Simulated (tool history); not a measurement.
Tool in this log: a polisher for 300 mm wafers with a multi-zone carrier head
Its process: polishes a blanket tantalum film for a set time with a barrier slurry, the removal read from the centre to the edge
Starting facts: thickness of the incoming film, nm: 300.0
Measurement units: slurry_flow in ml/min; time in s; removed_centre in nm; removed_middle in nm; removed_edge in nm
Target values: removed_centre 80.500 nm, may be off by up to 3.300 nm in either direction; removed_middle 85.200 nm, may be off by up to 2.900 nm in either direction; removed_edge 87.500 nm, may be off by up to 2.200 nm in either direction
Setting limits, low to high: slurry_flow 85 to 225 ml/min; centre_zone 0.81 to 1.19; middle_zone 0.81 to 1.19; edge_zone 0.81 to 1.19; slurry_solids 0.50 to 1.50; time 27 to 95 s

Run 1, hour 0.0: slurry_flow 145 ml/min, centre_zone 1.00, middle_zone 1.00, edge_zone 1.00, slurry_solids 1.00, time 61 s. Result: removed_centre 106.190 nm, removed_middle 105.770 nm, removed_edge 103.520 nm.
Run 2, hour 5.1: slurry_flow 120 ml/min, centre_zone 1.00, middle_zone 1.00, edge_zone 1.00, slurry_solids 1.00, time 61 s. Result: removed_centre 100.200 nm, removed_middle 102.440 nm, removed_edge 99.867 nm.
Run 3, hour 14.0: slurry_flow 115 ml/min, centre_zone 0.98, middle_zone 0.98, edge_zone 0.98, slurry_solids 0.95, time 61 s. Result: removed_centre 95.405 nm, removed_middle 97.615 nm, removed_edge 97.645 nm.
Run 4, hour 22.4: slurry_flow 110 ml/min, centre_zone 0.97, middle_zone 0.97, edge_zone 0.96, slurry_solids 0.90, time 61 s. Result: removed_centre 93.035 nm, removed_middle 95.475 nm, removed_edge 94.277 nm.
Run 5, hour 28.1: slurry_flow 110 ml/min, centre_zone 0.97, middle_zone 0.97, edge_zone 0.96, slurry_solids 0.90, time 49 s. Result: removed_centre 75.394 nm, removed_middle 77.758 nm, removed_edge 75.651 nm.
Run 6, hour 34.9: slurry_flow 110 ml/min, centre_zone 0.97, middle_zone 0.97, edge_zone 0.96, slurry_solids 0.90, time 59 s. Result: removed_centre 92.207 nm, removed_middle 92.222 nm, removed_edge 91.346 nm.
Run 7, hour 42.6: slurry_flow 90 ml/min, centre_zone 0.87, middle_zone 0.92, edge_zone 0.94, slurry_solids 0.85, time 59 s. Result: removed_centre 76.212 nm, removed_middle 83.887 nm, removed_edge 88.377 nm.
Run 8, hour 45.9: slurry_flow 90 ml/min, centre_zone 0.88, middle_zone 0.92, edge_zone 0.94, slurry_solids 0.85, time 59 s. Result: removed_centre 76.282 nm, removed_middle 82.757 nm, removed_edge 88.391 nm.

Which single option among these 5 for the next run brings every result within its allowed miss of target? Just one does.
Run A, hour 49.2: slurry_flow 85 ml/min, centre_zone 0.82, middle_zone 1.08, edge_zone 0.96, slurry_solids 0.90, time 56 s. Result: removed_centre ?, removed_middle ?, removed_edge ?.
Run B, hour 49.2: slurry_flow 85 ml/min, centre_zone 0.83, middle_zone 0.90, edge_zone 1.02, slurry_solids 0.80, time 61 s. Result: removed_centre ?, removed_middle ?, removed_edge ?.
Run C, hour 49.2: slurry_flow 95 ml/min, centre_zone 0.94, middle_zone 0.97, edge_zone 1.01, slurry_solids 0.80, time 58 s. Result: removed_centre ?, removed_middle ?, removed_edge ?.
Run D, hour 49.2: slurry_flow 85 ml/min, centre_zone 0.85, middle_zone 0.92, edge_zone 1.05, slurry_solids 0.80, time 59 s. Result: removed_centre ?, removed_middle ?, removed_edge ?.
Run E, hour 49.2: slurry_flow 85 ml/min, centre_zone 0.88, middle_zone 0.88, edge_zone 0.99, slurry_solids 1.05, time 55 s. Result: removed_centre ?, removed_middle ?, removed_edge ?.

move  removed_centre  removed_middle  removed_edge
   A          67.631          91.751        83.599
   B          71.702          82.506        90.475
   C          79.609          85.596        87.003
   D          71.048          81.260        88.739
   E          74.525          79.342        87.410
A: lands further from the targets than the last run did
B: lands further from the targets than the last run did
C: each result inside its tolerance
D: lands further from the targets than the last run did
E: lands further from the targets than the last run did
The right move is C.

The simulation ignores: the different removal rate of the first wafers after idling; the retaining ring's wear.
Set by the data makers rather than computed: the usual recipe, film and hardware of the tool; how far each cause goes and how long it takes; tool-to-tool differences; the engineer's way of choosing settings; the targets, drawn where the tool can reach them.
